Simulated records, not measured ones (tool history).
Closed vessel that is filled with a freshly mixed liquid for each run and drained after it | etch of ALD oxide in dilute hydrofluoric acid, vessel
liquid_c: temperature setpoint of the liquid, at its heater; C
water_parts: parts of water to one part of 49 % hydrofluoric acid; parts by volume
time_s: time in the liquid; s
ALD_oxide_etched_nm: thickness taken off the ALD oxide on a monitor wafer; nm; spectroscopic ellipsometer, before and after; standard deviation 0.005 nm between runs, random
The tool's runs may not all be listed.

{"run": 1, "hour": 0.0, "liquid_c": 26.0, "water_parts": 195, "time_s": 30, "ALD_oxide_etched_nm": 2.1068}
{"run": 2, "hour": 9.2, "liquid_c": 28.5, "water_parts": 195, "time_s": 30, "ALD_oxide_etched_nm": 2.2834}
{"run": 3, "hour": 14.0, "liquid_c": 28.5, "water_parts": 150, "time_s": 30, "ALD_oxide_etched_nm": 3.1858}
{"run": 4, "hour": 19.4, "liquid_c": 28.5, "water_parts": 105, "time_s": 30, "ALD_oxide_etched_nm": 4.8263}
{"run": 5, "hour": 28.1, "liquid_c": 28.5, "water_parts": 105, "time_s": 30, "ALD_oxide_etched_nm": 4.8141}
{"run": 6, "hour": 30.3, "liquid_c": 27.5, "water_parts": 120, "time_s": 30, "ALD_oxide_etched_nm": 3.9588}
{"run": 7, "hour": 34.0, "liquid_c": 26.5, "water_parts": 130, "time_s": 30, "ALD_oxide_etched_nm": 3.4903}
{"run": 8, "hour": 35.9, "liquid_c": 25.5, "water_parts": 140, "time_s": 30, "ALD_oxide_etched_nm": 3.0797}
{"hour": 37.0, "done": "hydrofluoric acid flow meter replaced"}
{"run": 9, "hour": 37.0, "liquid_c": 24.5, "water_parts": 150, "time_s": 30, "ALD_oxide_etched_nm": 2.9377}
{"run": 10, "hour": 45.9, "liquid_c": 24.0, "water_parts": 160, "time_s": 30, "ALD_oxide_etched_nm": 2.6651}

Run 11 is up next; what results do you expect?
{"run": 11, "hour": 49.3, "liquid_c": 23.5, "water_parts": 170, "time_s": 30, "ALD_oxide_etched_nm": "?"}

{"run 11": {"ALD_oxide_etched_nm": 2.4273}}
